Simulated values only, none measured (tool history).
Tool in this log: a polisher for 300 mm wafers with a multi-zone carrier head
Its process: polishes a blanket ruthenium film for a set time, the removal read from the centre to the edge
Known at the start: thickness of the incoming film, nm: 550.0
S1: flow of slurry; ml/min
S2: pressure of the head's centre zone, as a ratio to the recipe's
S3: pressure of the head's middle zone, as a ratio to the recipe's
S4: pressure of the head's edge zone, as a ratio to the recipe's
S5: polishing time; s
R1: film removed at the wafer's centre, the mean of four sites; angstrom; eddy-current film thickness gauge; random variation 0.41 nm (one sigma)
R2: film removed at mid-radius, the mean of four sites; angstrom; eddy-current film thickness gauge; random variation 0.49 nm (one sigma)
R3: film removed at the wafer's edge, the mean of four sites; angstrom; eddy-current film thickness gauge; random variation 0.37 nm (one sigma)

{"run": 1, "hour": 0.0, "S1": 220, "S2": 1.0, "S3": 1.0, "S4": 1.0, "S5": 36, "R1": 447.92, "R2": 465.78, "R3": 464.05}
{"run": 2, "hour": 6.5, "S1": 210, "S2": 0.96, "S3": 0.97, "S4": 0.99, "S5": 35, "R1": 426.45, "R2": 440.08, "R3": 440.81}
{"run": 3, "hour": 14.6, "S1": 205, "S2": 0.92, "S3": 0.96, "S4": 1.03, "S5": 33, "R1": 373.88, "R2": 417.01, "R3": 415.71}
{"run": 4, "hour": 17.9, "S1": 205, "S2": 0.92, "S3": 0.88, "S4": 1.03, "S5": 33, "R1": 372.8, "R2": 376.78, "R3": 414.45}
{"run": 5, "hour": 20.4, "S1": 200, "S2": 0.89, "S3": 0.87, "S4": 1.04, "S5": 33, "R1": 362.13, "R2": 367.0, "R3": 418.77}
{"run": 6, "hour": 25.9, "S1": 200, "S2": 0.89, "S3": 0.94, "S4": 1.04, "S5": 33, "R1": 360.88, "R2": 396.54, "R3": 422.98}
{"run": 7, "hour": 33.1, "S1": 195, "S2": 0.87, "S3": 0.93, "S4": 1.03, "S5": 32, "R1": 343.21, "R2": 384.16, "R3": 409.54}

Run 8 comes next. What will it give?
{"run": 8, "hour": 38.5, "S1": 195, "S2": 0.86, "S3": 0.92, "S4": 1.03, "S5": 32, "R1": "?", "R2": "?", "R3": "?"}

R1: 339.02 angstrom
R2: 386.59 angstrom
R3: 408.50 angstrom
